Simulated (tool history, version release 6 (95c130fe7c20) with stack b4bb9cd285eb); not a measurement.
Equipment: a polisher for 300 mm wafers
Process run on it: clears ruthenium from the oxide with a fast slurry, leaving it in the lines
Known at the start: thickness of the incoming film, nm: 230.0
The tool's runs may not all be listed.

run	hour	flow of slurry (ml/min)	pressure of the wafer on the pad (psi)	speed of the pad under the wafer (m/s)	abrasive content of the slurry	overpolish time after the end point (s)	time until the end point was called (s)	dishing of a wide line in a test structure (nm)
1	0	300	2.9	0.76	1	23	67.756	79.931
2	1.3	300	2.9	0.76	1	28	68.957	92.153
3	8.6	300	2.9	0.76	0.85	28	76.103	88.899
4	12.8	300	2.9	0.76	0.85	22	74.186	72.467
5	17.1	300	2.9	0.62	0.85	22	86.267	64.874
6	24	250	2.9	0.62	0.85	22	89.191	62.808
7	27.8	250	3.1	0.62	0.85	23	84.521	69.028

Run 8 is up next; what results do you expect?
8	33.2	250	3.3	0.62	0.85	24	?	?

{"run 8": {"time until the end point was called (s)": 80.356, "dishing of a wide line in a test structure (nm)": 76.056}}
